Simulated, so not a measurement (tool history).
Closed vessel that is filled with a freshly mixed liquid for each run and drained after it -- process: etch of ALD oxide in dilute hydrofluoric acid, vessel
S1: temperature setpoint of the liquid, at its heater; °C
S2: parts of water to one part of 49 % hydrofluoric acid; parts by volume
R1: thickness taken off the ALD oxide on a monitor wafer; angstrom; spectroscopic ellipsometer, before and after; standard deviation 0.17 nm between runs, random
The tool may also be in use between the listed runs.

Run 1, hour 0: S1 21 °C, S2 200 parts by volume, time in the liquid (s) 145. Result: R1 147.4 angstrom.
Run 2, hour 4.3: S1 22.5 °C, S2 185 parts by volume, time in the liquid (s) 145. Result: R1 170.21 angstrom.
Run 3, hour 9: S1 22.5 °C, S2 185 parts by volume, time in the liquid (s) 115. Result: R1 135.57 angstrom.
Run 4, hour 11.4: S1 22.5 °C, S2 155 parts by volume, time in the liquid (s) 115. Result: R1 165.36 angstrom.
Run 5, hour 14.2: S1 24.5 °C, S2 155 parts by volume, time in the liquid (s) 115. Result: R1 178.69 angstrom.
Run 6, hour 15.5: S1 25 °C, S2 140 parts by volume, time in the liquid (s) 115. Result: R1 204.88 angstrom.
Run 7, hour 21: S1 25 °C, S2 140 parts by volume, time in the liquid (s) 115. Result: R1 206.26 angstrom.

For run 8, what comes out?
Run 8, hour 27.5: S1 25.5 °C, S2 130 parts by volume, time in the liquid (s) 115. Result: R1 ?.

Run 8 came out at R1 230.44 angstrom.
